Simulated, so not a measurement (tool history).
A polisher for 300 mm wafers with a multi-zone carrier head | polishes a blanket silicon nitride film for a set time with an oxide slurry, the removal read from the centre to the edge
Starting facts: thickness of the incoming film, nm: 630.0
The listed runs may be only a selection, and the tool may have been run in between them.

run  hour  flow of slurry (ml/min)  pressure of the head's centre zone  pressure of the head's middle zone  pressure of the head's edge zone  abrasive content of the slurry  polishing time (s)  film removed at the wafer's centre (Å)  film removed at mid-radius (Å)  film removed at the wafer's edge (Å)
  1   0.0                      155                                1.00                                1.00                              1.00                            1.00                  58                                  538.39                          551.97                                538.36
  2   6.9                      155                                1.00                                1.00                              1.00                            1.00                  65                                  595.61                          617.88                                605.07
  3   7.7                      170                                1.01                                1.02                              1.04                            1.05                  65                                  624.34                          651.53                                631.91
  4  11.1                      180                                1.02                                1.03                              1.07                            1.10                  65                                  664.22                          670.01                                675.95
  5  16.8                      190                                1.02                                1.05                              1.08                            1.10                  65                                  666.35                          686.72                                681.08
  6  25.7                      190                                1.05                                1.05                              1.08                            1.10                  65                                  683.50                          709.07                                677.99
  7  29.8                      200                                1.05                                1.06                              1.10                            1.10                  65                                  685.00                          702.80                                691.09
  8  34.0                      205                                1.06                                1.07                              1.11                            1.10                  65                                  682.70                          714.35                                686.32
  9  40.8                      210                                1.07                                1.07                              1.12                            1.10                  65                                  695.78                          720.67                                697.27
 10  44.4                      215                                1.07                                1.07                              1.13                            1.10                  65                                  700.65                          725.73                                699.45
 11  45.3                      215                                1.07                                1.07                              1.13                            1.10                  65                                  703.30                          719.11                                695.59
 12  50.0                      215                                1.07                                1.08                              1.14                            1.10                  65                                  695.37                          738.34                                699.00

Predict the results of run 13:
 13  52.6                      220                                1.07                                1.08                              1.15                            1.10                  65                                       ?                               ?                                     ?

For run 13 the tool returned film removed at the wafer's centre (Å) 696.61, film removed at mid-radius (Å) 735.48, film removed at the wafer's edge (Å) 708.33.
